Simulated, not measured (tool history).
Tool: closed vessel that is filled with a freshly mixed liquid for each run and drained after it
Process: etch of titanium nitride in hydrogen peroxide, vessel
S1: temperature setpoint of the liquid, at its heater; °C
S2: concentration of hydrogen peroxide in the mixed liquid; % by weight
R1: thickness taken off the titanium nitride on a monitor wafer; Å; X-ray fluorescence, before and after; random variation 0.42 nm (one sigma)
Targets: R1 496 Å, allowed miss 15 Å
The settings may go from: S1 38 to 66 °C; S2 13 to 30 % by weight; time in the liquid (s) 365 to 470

run 1 hour=0 | S1=54 S2=26 time_in_the_liquid_(s)=470 | R1=216.02
run 2 hour=2.4 | S1=54 S2=26 time_in_the_liquid_(s)=470 | R1=217.81
run 3 hour=4 | S1=54 S2=24 time_in_the_liquid_(s)=470 | R1=214.36
run 4 hour=13.1 | S1=54 S2=24 time_in_the_liquid_(s)=365 | R1=165.97
run 5 hour=21.9 | S1=54 S2=28 time_in_the_liquid_(s)=365 | R1=170.04
run 6 hour=24.7 | S1=56 S2=27 time_in_the_liquid_(s)=380 | R1=203.47
run 7 hour=29.9 | S1=57.5 S2=27.5 time_in_the_liquid_(s)=395 | R1=235.05
run 8 hour=33.5 | S1=59 S2=28 time_in_the_liquid_(s)=405 | R1=274.76
run 9 hour=41.4 | S1=60 S2=28 time_in_the_liquid_(s)=410 | R1=296.51
run 10 hour=50.7 | S1=60 S2=28 time_in_the_liquid_(s)=410 | R1=287.32
run 11 hour=51.9 | S1=61 S2=28.5 time_in_the_liquid_(s)=420 | R1=320.12
run 12 hour=58.6 | S1=62 S2=28.5 time_in_the_liquid_(s)=430 | R1=352.94
run 13 hour=64.2 | S1=62 S2=28.5 time_in_the_liquid_(s)=430 | R1=353.94
run 14 hour=67.3 | S1=62.5 S2=28.5 time_in_the_liquid_(s)=435 | R1=371.72
run 15 hour=75 | S1=63 S2=28.5 time_in_the_liquid_(s)=440 | R1=384.92
run 16 hour=80 | S1=63.5 S2=28.5 time_in_the_liquid_(s)=445 | R1=407.37
run 17 hour=86.2 | S1=64 S2=28.5 time_in_the_liquid_(s)=445 | R1=414.58
run 18 hour=88.2 | S1=64.5 S2=28.5 time_in_the_liquid_(s)=450 | R1=443.67
run 19 hour=91.3 | S1=65.5 S2=28.5 time_in_the_liquid_(s)=450 | R1=464

Which of these 5 next moves meets every target?
run A hour=94.4 | S1=66 S2=30 time_in_the_liquid_(s)=460 | R1=?
run B hour=94.4 | S1=65 S2=30 time_in_the_liquid_(s)=455 | R1=?
run C hour=94.4 | S1=66 S2=28 time_in_the_liquid_(s)=430 | R1=?
run D hour=94.4 | S1=65.5 S2=30 time_in_the_liquid_(s)=445 | R1=?
run E hour=94.4 | S1=65 S2=29.5 time_in_the_liquid_(s)=460 | R1=?

move=A R1=500.71
move=B R1=463.74
move=C R1=460.96
move=D R1=468.74
move=E R1=467.09
A: meets every target
B: as far off as the last run
C: further off than the last run
D: nearer than the last run, and not there yet
E: nearer than the last run, and not there yet
The right move is A.
